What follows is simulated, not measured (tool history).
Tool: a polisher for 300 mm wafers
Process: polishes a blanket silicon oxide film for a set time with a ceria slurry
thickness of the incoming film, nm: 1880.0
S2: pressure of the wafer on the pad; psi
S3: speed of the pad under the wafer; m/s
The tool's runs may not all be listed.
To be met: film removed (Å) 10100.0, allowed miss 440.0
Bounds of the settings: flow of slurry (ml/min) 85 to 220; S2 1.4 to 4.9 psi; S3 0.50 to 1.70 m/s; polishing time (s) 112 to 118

Run 1, day 0.000: flow of slurry (ml/min) 140, S2 3.1 psi, S3 1.10 m/s, polishing time (s) 112. Result: film removed (Å) 6041.1.
Run 2, day 0.071: flow of slurry (ml/min) 145, S2 3.5 psi, S3 1.10 m/s, polishing time (s) 112. Result: film removed (Å) 6804.8.
Run 3, day 0.417: flow of slurry (ml/min) 145, S2 3.8 psi, S3 1.10 m/s, polishing time (s) 112. Result: film removed (Å) 7679.2.
Run 4, day 0.475: flow of slurry (ml/min) 145, S2 4.4 psi, S3 1.10 m/s, polishing time (s) 112. Result: film removed (Å) 8702.9.
Run 5, day 0.554: flow of slurry (ml/min) 145, S2 4.0 psi, S3 1.10 m/s, polishing time (s) 112. Result: film removed (Å) 8066.7.
Run 6, day 0.621: flow of slurry (ml/min) 150, S2 4.2 psi, S3 1.10 m/s, polishing time (s) 112. Result: film removed (Å) 8439.7.
Run 7, day 0.979: flow of slurry (ml/min) 155, S2 4.4 psi, S3 1.10 m/s, polishing time (s) 112. Result: film removed (Å) 8833.8.
Run 8, day 1.067: flow of slurry (ml/min) 155, S2 4.5 psi, S3 1.10 m/s, polishing time (s) 112. Result: film removed (Å) 9068.9.
Run 9, day 1.442: flow of slurry (ml/min) 155, S2 4.6 psi, S3 1.10 m/s, polishing time (s) 112. Result: film removed (Å) 9342.1.
Run 10, day 1.746: flow of slurry (ml/min) 155, S2 4.7 psi, S3 1.10 m/s, polishing time (s) 112. Result: film removed (Å) 9314.9.

Which of these 5 next moves meets every target?
Run A, day 2.050: flow of slurry (ml/min) 115, S2 4.5 psi, S3 1.16 m/s, polishing time (s) 115. Result: film removed (Å) ?.
Run B, day 2.050: flow of slurry (ml/min) 145, S2 4.9 psi, S3 1.06 m/s, polishing time (s) 118. Result: film removed (Å) ?.
Run C, day 2.050: flow of slurry (ml/min) 165, S2 4.5 psi, S3 1.06 m/s, polishing time (s) 116. Result: film removed (Å) ?.
Run D, day 2.050: flow of slurry (ml/min) 180, S2 4.7 psi, S3 0.94 m/s, polishing time (s) 114. Result: film removed (Å) ?.
Run E, day 2.050: flow of slurry (ml/min) 85, S2 4.8 psi, S3 1.18 m/s, polishing time (s) 117. Result: film removed (Å) ?.

move  film removed (Å)
   A            9125.0
   B            9967.1
   C            9210.4
   D            8780.9
   E            9293.0
A: further off than the last run
B: meets every target
C: further off than the last run
D: further off than the last run
E: as far off as the last run
The right move is B.
